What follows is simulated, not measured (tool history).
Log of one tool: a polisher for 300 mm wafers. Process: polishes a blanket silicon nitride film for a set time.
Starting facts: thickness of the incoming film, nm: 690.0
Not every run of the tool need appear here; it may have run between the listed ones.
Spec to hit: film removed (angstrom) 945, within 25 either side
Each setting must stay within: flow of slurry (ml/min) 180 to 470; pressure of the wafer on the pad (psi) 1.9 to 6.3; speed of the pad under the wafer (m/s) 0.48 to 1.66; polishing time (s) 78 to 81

| run | hour | flow of slurry (ml/min) | pressure of the wafer on the pad (psi) | speed of the pad under the wafer (m/s) | polishing time (s) | film removed (angstrom) |
|---|---|---|---|---|---|---|
| 1 | 0 | 300 | 4.1 | 1.06 | 78 | 1492.8 |
| 2 | 3.3 | 300 | 3.5 | 1.06 | 78 | 1308.6 |
| 3 | 4.7 | 300 | 3.5 | 0.9 | 78 | 1176.2 |
| 4 | 11.4 | 340 | 3.5 | 0.9 | 78 | 1183.4 |
| 5 | 18.7 | 340 | 3.2 | 0.9 | 78 | 1096.2 |
| 6 | 20.5 | 340 | 3 | 0.9 | 78 | 1034.9 |
| 7 | 28.8 | 340 | 2.9 | 0.9 | 78 | 1014.4 |
| 8 | 35.9 | 330 | 2.6 | 0.9 | 78 | 905.11 |

5 next moves are on the table. One of them brings every result within its allowed miss. Which?
| A | 43 | 345 | 2.5 | 0.94 | 81 | ? |
| B | 43 | 320 | 2.6 | 1 | 81 | ? |
| C | 43 | 310 | 2.9 | 0.88 | 81 | ? |
| D | 43 | 335 | 2.6 | 0.84 | 79 | ? |
| E | 43 | 300 | 2.1 | 1.08 | 78 | ? |

| move | film removed (angstrom) |
|---|---|
| A | 951.92 |
| B | 1020.5 |
| C | 1020.5 |
| D | 886.14 |
| E | 871.09 |
A: every result lands within tolerance
B: takes the result that was furthest off past its target
C: takes the result that was furthest off past its target
D: its largest miss is bigger than the last run's
E: its largest miss is bigger than the last run's
The right move is A.
